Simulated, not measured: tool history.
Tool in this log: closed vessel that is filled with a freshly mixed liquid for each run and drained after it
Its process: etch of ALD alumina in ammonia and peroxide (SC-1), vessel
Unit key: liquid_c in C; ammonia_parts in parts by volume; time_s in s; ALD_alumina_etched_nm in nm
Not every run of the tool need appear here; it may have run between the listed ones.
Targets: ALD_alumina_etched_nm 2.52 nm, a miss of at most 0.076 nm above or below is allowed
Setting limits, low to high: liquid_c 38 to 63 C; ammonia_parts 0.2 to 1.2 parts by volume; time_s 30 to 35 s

{"run": 1, "hour": 0.0, "liquid_c": 47, "ammonia_parts": 0.85, "time_s": 35, "ALD_alumina_etched_nm": 1.9021}
{"run": 2, "hour": 6.7, "liquid_c": 43.5, "ammonia_parts": 0.85, "time_s": 35, "ALD_alumina_etched_nm": 1.5917}
{"run": 3, "hour": 14.4, "liquid_c": 43.5, "ammonia_parts": 0.85, "time_s": 30, "ALD_alumina_etched_nm": 1.3411}
{"run": 4, "hour": 19.6, "liquid_c": 43.5, "ammonia_parts": 1, "time_s": 30, "ALD_alumina_etched_nm": 1.3946}
{"run": 5, "hour": 27.9, "liquid_c": 43.5, "ammonia_parts": 1, "time_s": 30, "ALD_alumina_etched_nm": 1.3945}
{"run": 6, "hour": 28.9, "liquid_c": 43.5, "ammonia_parts": 1.15, "time_s": 30, "ALD_alumina_etched_nm": 1.3962}
{"run": 7, "hour": 37.6, "liquid_c": 45, "ammonia_parts": 1.15, "time_s": 30, "ALD_alumina_etched_nm": 1.5118}
{"run": 8, "hour": 39.8, "liquid_c": 45, "ammonia_parts": 1.15, "time_s": 30, "ALD_alumina_etched_nm": 1.5179}
{"run": 9, "hour": 43.5, "liquid_c": 46.5, "ammonia_parts": 1.15, "time_s": 30, "ALD_alumina_etched_nm": 1.6478}
{"run": 10, "hour": 50.4, "liquid_c": 48, "ammonia_parts": 1.15, "time_s": 30, "ALD_alumina_etched_nm": 1.8189}
{"run": 11, "hour": 55.6, "liquid_c": 49, "ammonia_parts": 1.15, "time_s": 30, "ALD_alumina_etched_nm": 1.9002}
{"run": 12, "hour": 56.5, "liquid_c": 50, "ammonia_parts": 1.15, "time_s": 30, "ALD_alumina_etched_nm": 1.9767}

Which single option among these 4 for the next run brings every result within its allowed miss of target? Just one does.
{"run": "A", "hour": 57.4, "liquid_c": 51, "ammonia_parts": 1.2, "time_s": 35, "ALD_alumina_etched_nm": "?"}
{"run": "B", "hour": 57.4, "liquid_c": 51.5, "ammonia_parts": 1.2, "time_s": 30, "ALD_alumina_etched_nm": "?"}
{"run": "C", "hour": 57.4, "liquid_c": 53.5, "ammonia_parts": 1.05, "time_s": 35, "ALD_alumina_etched_nm": "?"}
{"run": "D", "hour": 57.4, "liquid_c": 52, "ammonia_parts": 1.2, "time_s": 35, "ALD_alumina_etched_nm": "?"}

move=A ALD_alumina_etched_nm=2.5075
move=B ALD_alumina_etched_nm=2.2087
move=C ALD_alumina_etched_nm=2.8345
move=D ALD_alumina_etched_nm=2.6477
A: every result lands within tolerance
B: gains on the last run, yet a result remains outside its allowed miss
C: carries the result that was furthest off beyond its target, to the other side
D: carries the result that was furthest off beyond its target, to the other side
Go with A: it meets all targets.
